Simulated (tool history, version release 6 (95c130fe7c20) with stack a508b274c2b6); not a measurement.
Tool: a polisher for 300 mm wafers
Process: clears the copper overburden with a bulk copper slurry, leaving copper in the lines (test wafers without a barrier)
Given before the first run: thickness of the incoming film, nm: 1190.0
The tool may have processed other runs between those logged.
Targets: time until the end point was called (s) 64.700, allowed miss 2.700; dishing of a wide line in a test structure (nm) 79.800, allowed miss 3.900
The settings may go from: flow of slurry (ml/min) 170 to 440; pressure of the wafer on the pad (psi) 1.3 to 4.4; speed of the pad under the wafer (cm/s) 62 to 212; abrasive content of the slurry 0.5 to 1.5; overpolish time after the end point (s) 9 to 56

run,day,flow of slurry (ml/min),pressure of the wafer on the pad (psi),speed of the pad under the wafer (cm/s),abrasive content of the slurry,overpolish time after the end point (s),time until the end point was called (s),dishing of a wide line in a test structure (nm)
1,0.000,280,2.8,136,1.0,29,106.550,74.675
2,0.350,280,3.0,136,1.0,27,97.597,73.548
3,0.550,280,2.6,136,1.0,27,112.560,70.109
4,0.875,220,2.6,136,1.0,27,119.970,71.287
5,1.167,220,2.0,136,1.0,27,154.830,64.193
6,1.525,220,1.7,136,1.0,27,177.390,60.528
7,1.833,230,2.0,138,1.0,25,149.870,63.106
8,2.071,240,2.2,138,1.0,24,132.990,66.090
9,2.138,250,2.4,140,1.0,23,120.640,67.036
10,2.483,260,2.6,140,1.0,22,112.670,68.722
11,2.617,270,2.8,140,1.0,21,102.630,69.557
# day 2.750: slurry nozzle cleaned
12,2.750,280,2.9,140,1.0,21,94.696,70.930
13,2.833,290,3.0,140,1.0,21,89.048,72.307
14,3.117,300,3.1,140,1.0,21,87.662,73.230
15,3.371,305,3.2,140,1.0,21,84.031,72.773
16,3.438,310,3.3,140,1.0,21,84.263,73.520
17,3.625,310,3.4,140,1.0,21,78.936,74.024
18,3.825,310,3.4,140,1.0,21,80.349,74.531

Of the 4 settings listed for the next run, only one would bring every result within its allowed miss of target. Which one?
A,4.025,230,4.0,150,1.1,42,?,?
B,4.025,270,3.0,104,1.0,25,?,?
C,4.025,300,3.8,94,0.9,52,?,?
D,4.025,280,3.8,102,0.7,25,?,?

move,time until the end point was called (s),dishing of a wide line in a test structure (nm)
A,64.779,81.034
B,121.850,70.061
C,107.320,80.123
D,103.920,74.728
A: every result within its allowed miss
B: misses by more than the last run did
C: misses by more than the last run did
D: misses by more than the last run did
Answer: A
